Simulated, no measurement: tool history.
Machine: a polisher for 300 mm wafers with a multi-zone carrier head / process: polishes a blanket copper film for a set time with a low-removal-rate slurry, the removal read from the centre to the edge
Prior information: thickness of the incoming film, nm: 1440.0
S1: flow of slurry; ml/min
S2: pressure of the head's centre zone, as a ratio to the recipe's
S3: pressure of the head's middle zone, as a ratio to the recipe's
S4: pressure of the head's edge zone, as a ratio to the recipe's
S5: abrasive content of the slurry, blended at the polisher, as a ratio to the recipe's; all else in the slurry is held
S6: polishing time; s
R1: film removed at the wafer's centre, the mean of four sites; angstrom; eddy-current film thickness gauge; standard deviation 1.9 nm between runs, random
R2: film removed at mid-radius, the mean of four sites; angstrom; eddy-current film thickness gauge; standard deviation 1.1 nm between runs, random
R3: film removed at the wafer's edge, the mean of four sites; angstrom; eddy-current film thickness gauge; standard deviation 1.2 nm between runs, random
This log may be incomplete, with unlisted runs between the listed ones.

run	hour	S1	S2	S3	S4	S5	S6	R1	R2	R3
1	0.0	230	1.00	1.00	1.00	1.00	52	1259.7	1238.2	1289.0
2	5.4	245	1.03	1.04	1.05	1.15	54	1403.2	1392.7	1426.4
3	11.6	245	1.03	1.04	1.14	1.15	54	1414.3	1388.1	1513.4
4	19.0	260	1.06	1.07	1.15	1.25	55	1543.2	1510.2	1574.2
5	19.6	265	1.07	1.08	1.16	1.35	56	1608.3	1588.7	1652.3
6	26.7	265	1.07	1.08	1.08	1.35	56	1618.6	1567.7	1576.6
7	35.3	275	1.08	1.10	1.11	1.40	57	1650.6	1650.5	1641.0
8	36.4	305	1.14	1.12	1.19	1.50	60	1869.7	1820.8	1858.9

Estimate the outcome of run 9 from the log above:
9	40.5	300	1.13	1.12	1.18	1.50	60	?	?	?

Run 9 measured R1 1913.9 angstrom, R2 1799.8 angstrom, R3 1839.7 angstrom.
